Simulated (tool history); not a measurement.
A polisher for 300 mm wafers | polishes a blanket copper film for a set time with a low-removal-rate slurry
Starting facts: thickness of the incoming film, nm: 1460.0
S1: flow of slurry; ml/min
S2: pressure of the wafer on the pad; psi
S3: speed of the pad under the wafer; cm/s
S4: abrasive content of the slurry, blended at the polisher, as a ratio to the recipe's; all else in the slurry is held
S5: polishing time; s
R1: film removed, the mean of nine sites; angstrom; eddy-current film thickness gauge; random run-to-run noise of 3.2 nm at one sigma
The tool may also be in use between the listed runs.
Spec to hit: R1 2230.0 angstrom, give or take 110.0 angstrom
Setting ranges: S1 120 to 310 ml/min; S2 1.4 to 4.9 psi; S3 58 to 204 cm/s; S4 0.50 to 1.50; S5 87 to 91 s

run,hour,S1,S2,S3,S4,S5,R1
1,0.0,200,3.1,130,1.00,87,3305.5
2,6.4,200,3.0,130,1.00,87,3242.9
3,10.2,200,2.9,130,1.00,87,3114.4
4,19.2,200,2.8,130,1.00,87,3008.1
5,23.4,200,2.7,130,1.00,87,2934.5
6,31.0,200,2.6,130,1.00,87,2884.0
7,33.3,200,1.7,126,1.00,87,1886.9
8,42.2,200,1.9,126,1.00,87,2099.1

5 next moves are on the table. One of them brings every result within its allowed miss. Which?
A,51.1,205,2.2,130,1.10,91,?
B,51.1,240,2.0,112,0.95,87,?
C,51.1,135,1.7,158,0.85,91,?
D,51.1,210,1.9,114,1.50,87,?
E,51.1,215,2.1,132,1.20,91,?

move,R1
A,2586.7
B,1949.6
C,2268.4
D,2003.2
E,2560.6
A: the result that was furthest off in the last run now lies on the other side of its target
B: moves away from the targets compared with the last run
C: in spec on every target
D: moves away from the targets compared with the last run
E: the result that was furthest off in the last run now lies on the other side of its target
C is the move that brings every result within its allowed miss.
